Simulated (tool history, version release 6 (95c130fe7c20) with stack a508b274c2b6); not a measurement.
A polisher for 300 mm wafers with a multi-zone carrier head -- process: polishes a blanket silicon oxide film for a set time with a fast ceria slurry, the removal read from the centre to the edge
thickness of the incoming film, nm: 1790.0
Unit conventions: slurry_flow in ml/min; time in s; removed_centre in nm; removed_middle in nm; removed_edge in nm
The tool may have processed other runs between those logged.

| run | hour | slurry_flow | centre_zone | middle_zone | edge_zone | time | removed_centre | removed_middle | removed_edge |
|---|---|---|---|---|---|---|---|---|---|
| 1 | 0 | 220 | 1 | 1 | 1 | 34 | 570.58 | 586.13 | 579.35 |
| 2 | 5.4 | 220 | 0.95 | 1 | 1 | 34 | 554.23 | 595.97 | 573.39 |
| 3 | 6.9 | 250 | 0.95 | 1 | 1 | 34 | 553.9 | 595.16 | 583.27 |
| 4 | 14.7 | 250 | 0.95 | 1.08 | 1 | 34 | 574.35 | 636.71 | 577.04 |
| 5 | 17.6 | 260 | 0.99 | 1.08 | 1.05 | 35 | 612.18 | 649.79 | 596.51 |
| 6 | 25.4 | 260 | 0.99 | 1.15 | 1.05 | 35 | 614.36 | 685.31 | 610.22 |
| 7 | 33.9 | 250 | 1.01 | 1.12 | 1.09 | 36 | 642.42 | 687.3 | 627.09 |

For run 8, what comes out?
| 8 | 42.7 | 250 | 1.01 | 1.12 | 1.09 | 36 | ? | ? | ? |

Run 8 yielded removed_centre 630.9 nm, removed_middle 688.74 nm, removed_edge 633.42 nm.

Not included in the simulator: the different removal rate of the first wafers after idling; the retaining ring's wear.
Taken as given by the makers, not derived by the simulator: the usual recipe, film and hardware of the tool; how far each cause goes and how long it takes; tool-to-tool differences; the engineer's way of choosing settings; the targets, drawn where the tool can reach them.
